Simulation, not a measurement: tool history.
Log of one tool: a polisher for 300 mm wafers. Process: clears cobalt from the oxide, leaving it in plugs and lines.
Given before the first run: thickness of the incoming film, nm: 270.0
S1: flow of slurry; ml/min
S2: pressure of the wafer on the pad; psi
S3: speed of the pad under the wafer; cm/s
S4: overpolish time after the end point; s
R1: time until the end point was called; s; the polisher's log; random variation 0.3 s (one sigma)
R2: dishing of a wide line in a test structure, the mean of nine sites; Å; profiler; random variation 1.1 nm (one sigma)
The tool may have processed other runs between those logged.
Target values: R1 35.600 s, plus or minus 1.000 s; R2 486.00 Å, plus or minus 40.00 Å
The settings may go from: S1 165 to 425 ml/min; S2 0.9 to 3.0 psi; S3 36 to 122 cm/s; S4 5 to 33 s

run 1 hour=0.0 | S1=275 S2=1.9 S3=78 S4=17 | R1=66.856 R2=413.66
run 2 hour=4.9 | S1=275 S2=1.9 S3=86 S4=17 | R1=61.919 R2=426.27
run 3 hour=10.3 | S1=275 S2=2.1 S3=86 S4=16 | R1=55.877 R2=465.27
run 4 hour=17.7 | S1=275 S2=2.4 S3=86 S4=16 | R1=48.977 R2=472.08
run 5 hour=19.6 | S1=275 S2=2.5 S3=86 S4=15 | R1=47.080 R2=464.55
run 6 hour=23.1 | S1=275 S2=2.3 S3=86 S4=15 | R1=51.182 R2=450.09
run 7 hour=24.6 | S1=275 S2=2.4 S3=86 S4=14 | R1=48.675 R2=453.42
run 8 hour=26.4 | S1=285 S2=3.0 S3=86 S4=10 | R1=39.538 R2=418.13
run 9 hour=31.8 | S1=285 S2=3.0 S3=88 S4=11 | R1=38.771 R2=432.59

Which single option among these 4 for the next run brings every result within its allowed miss of target? Just one does.
run A hour=37.2 | S1=220 S2=2.9 S3=96 S4=20 | R1=? R2=?
run B hour=37.2 | S1=265 S2=3.0 S3=90 S4=14 | R1=? R2=?
run C hour=37.2 | S1=305 S2=2.9 S3=90 S4=22 | R1=? R2=?
run D hour=37.2 | S1=240 S2=3.0 S3=96 S4=13 | R1=? R2=?

move=A R1=37.792 R2=533.55
move=B R1=38.244 R2=479.87
move=C R1=39.212 R2=540.24
move=D R1=36.364 R2=475.50
A: an improvement on the last run, though not all results are within tolerance
B: an improvement on the last run, though not all results are within tolerance
C: the biggest miss grows against the last run
D: each result inside its tolerance
Go with D: it meets all targets.
